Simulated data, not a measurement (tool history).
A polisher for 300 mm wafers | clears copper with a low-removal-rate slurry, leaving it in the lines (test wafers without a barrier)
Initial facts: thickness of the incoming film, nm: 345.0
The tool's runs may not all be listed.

run    day  flow of slurry (ml/min)  pressure of the wafer on the pad (psi)  speed of the pad under the wafer (m/s)  abrasive content of the slurry  overpolish time after the end point (s)  time until the end point was called (s)  dishing of a wide line in a test structure (Å)
  1  0.000                      310                                     3.9                                    0.96                             1.0                                       17                                   98.033                                          443.84
  2  0.029                      310                                     4.0                                    0.96                             1.0                                       13                                   94.887                                          349.00
  3  0.138                      310                                     4.0                                    1.20                             1.0                                       13                                   80.449                                          416.18
  4  0.404                      310                                     4.0                                    1.20                             1.2                                       13                                   75.308                                          439.55
  5  0.467                      310                                     3.8                                    1.20                             1.2                                       11                                   79.768                                          368.47
  6  0.779                      245                                     3.8                                    1.20                             1.2                                       11                                   83.706                                          353.74
  7  1.112                      250                                     3.7                                    1.20                             1.2                                       10                                   82.710                                          307.35

Run 8 has not been measured yet. What should we expect?
  8  1.158                      250                                     3.7                                    1.20                             1.2                                       10                                        ?                                               ?

{"run 8": {"time until the end point was called (s)": 85.929, "dishing of a wide line in a test structure (Å)": 310.9}}
